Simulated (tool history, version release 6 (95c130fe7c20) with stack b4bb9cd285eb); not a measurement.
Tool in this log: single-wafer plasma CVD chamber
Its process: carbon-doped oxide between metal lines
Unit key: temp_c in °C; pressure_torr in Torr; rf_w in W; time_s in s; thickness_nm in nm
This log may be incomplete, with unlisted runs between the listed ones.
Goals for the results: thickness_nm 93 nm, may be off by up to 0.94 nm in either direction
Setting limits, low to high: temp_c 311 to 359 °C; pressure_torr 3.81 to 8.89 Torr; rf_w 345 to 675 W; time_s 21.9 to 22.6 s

run	hour	temp_c	pressure_torr	rf_w	time_s	thickness_nm
1	0	335	6.35	510	21.9	116.69
2	7.5	335	5.53	510	21.9	113.84
3	11.3	335	4.71	510	21.9	109.96
4	13.5	335	4.71	510	21.9	110.22
5	20.2	335	3.81	510	21.9	106.28
6	25.6	329	3.81	510	21.9	108.42
7	34.1	333	3.81	500	21.9	105.06
8	38.2	336	3.81	495	21.9	102.71
9	43.3	339	3.81	495	21.9	102.33
10	46.1	342	3.81	490	21.9	99.935
11	51	344	3.81	490	21.9	99.258
12	57.8	346	3.81	490	21.9	98.548
13	65.5	348	3.81	490	21.9	98.017
14	73	349	3.81	490	21.9	97.177
15	77.2	350	3.81	490	21.9	97.843
16	84	351	3.81	485	21.9	96.056
17	85.9	352	3.81	485	21.9	95.824

Exercise: of the 5 proposed moves below, exactly one satisfies all targets within the stated allowed misses. Which move is it?
A	87.8	351	3.93	490	22.2	?
B	87.8	354	3.81	455	22.1	?
C	87.8	353	4.23	490	21.9	?
D	87.8	353	3.84	450	22.3	?
E	87.8	352	3.81	470	21.9	?

move	thickness_nm
A	98.149
B	89.964
C	97.373
D	90.083
E	92.733
A: misses by more than the last run did
B: the result that was furthest off in the last run now lies on the other side of its target
C: misses by more than the last run did
D: the result that was furthest off in the last run now lies on the other side of its target
E: hits every target within its allowed miss
Go with E: it meets all targets.

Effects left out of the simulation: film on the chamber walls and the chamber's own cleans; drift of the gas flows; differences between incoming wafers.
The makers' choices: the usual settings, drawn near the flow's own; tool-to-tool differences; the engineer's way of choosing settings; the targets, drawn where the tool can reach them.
